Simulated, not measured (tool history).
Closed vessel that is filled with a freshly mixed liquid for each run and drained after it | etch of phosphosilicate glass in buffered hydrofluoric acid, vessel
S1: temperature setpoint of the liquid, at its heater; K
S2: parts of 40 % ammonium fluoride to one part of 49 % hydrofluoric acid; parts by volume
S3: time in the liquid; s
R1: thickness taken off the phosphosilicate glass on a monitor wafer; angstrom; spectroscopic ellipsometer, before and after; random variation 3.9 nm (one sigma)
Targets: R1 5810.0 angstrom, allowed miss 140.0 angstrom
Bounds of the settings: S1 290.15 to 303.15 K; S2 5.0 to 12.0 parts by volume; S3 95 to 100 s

run	hour	S1	S2	S3	R1
1	0.0	295.15	7.0	95	3505.9
2	3.9	295.15	7.0	95	3528.9
3	5.2	295.15	5.5	95	4263.6
4	11.2	295.15	6.5	95	3684.1
5	13.6	295.15	6.5	100	3923.1
6	21.2	295.15	6.5	95	3721.2
7	26.8	297.15	6.5	95	4162.3
8	30.3	298.65	6.5	95	4498.0
9	37.0	299.65	6.5	95	4721.6
10	42.7	300.65	6.5	95	5056.3
11	43.9	301.15	6.5	95	5139.3
12	46.1	301.65	6.5	95	5293.2
13	49.8	302.15	6.5	95	5434.1
14	57.9	302.65	6.5	95	5546.8

Which of these 4 next moves meets every target?
A	66.0	303.15	6.0	95	?
B	66.0	302.65	7.0	95	?
C	66.0	301.65	5.5	95	?
D	66.0	299.15	5.0	95	?

move	R1
A	6165.4
B	5256.1
C	6133.1
D	5818.6
A: takes the result that was furthest off past its target
B: further off than the last run
C: takes the result that was furthest off past its target
D: meets every target
Move D is the one to make.

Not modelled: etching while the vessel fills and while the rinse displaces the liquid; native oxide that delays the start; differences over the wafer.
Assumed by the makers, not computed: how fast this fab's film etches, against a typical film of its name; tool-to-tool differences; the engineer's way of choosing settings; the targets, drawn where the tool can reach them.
